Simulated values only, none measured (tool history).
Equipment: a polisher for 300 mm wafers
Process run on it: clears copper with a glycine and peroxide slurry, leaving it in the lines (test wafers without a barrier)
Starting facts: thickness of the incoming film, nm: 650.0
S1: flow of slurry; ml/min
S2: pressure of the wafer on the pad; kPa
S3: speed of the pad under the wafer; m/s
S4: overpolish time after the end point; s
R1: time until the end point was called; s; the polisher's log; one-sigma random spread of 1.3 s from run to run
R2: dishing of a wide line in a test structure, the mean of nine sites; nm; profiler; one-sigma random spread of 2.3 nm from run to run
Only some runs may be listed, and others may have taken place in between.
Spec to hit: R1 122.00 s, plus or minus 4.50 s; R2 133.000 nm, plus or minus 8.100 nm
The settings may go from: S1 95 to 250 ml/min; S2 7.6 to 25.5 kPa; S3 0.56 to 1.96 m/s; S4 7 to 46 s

run,hour,S1,S2,S3,S4,R1,R2
1,0.0,160,16.5,1.26,24,132.81,83.954
2,8.2,180,16.5,1.26,24,130.09,83.558
3,8.9,180,16.5,1.26,30,128.71,101.350
4,11.0,180,13.1,1.26,30,146.54,90.292
5,15.7,180,13.1,1.14,30,161.14,85.403
6,20.6,180,13.1,1.14,21,158.68,65.155
7,28.0,180,15.2,1.14,25,141.88,81.842
8,30.0,185,15.9,1.12,28,140.32,85.707
9,34.6,175,19.3,1.16,39,122.57,123.570
10,36.9,175,19.3,1.16,40,123.96,124.100

Next run, 4 choices. One meets every target within its allowed miss, the rest don't. Which?
A,39.2,180,19.3,1.16,38,?,?
B,39.2,170,18.6,1.24,44,?,?
C,39.2,200,17.9,1.36,44,?,?
D,39.2,110,15.9,1.48,39,?,?

move,R1,R2
A,124.90,119.760
B,122.86,130.130
C,114.54,133.480
D,131.09,114.210
A: misses by more than the last run did
B: meets every target
C: meets the target for the result that was furthest off, but another lies outside its allowed miss
D: misses by more than the last run did
Correct choice: B, which meets every target
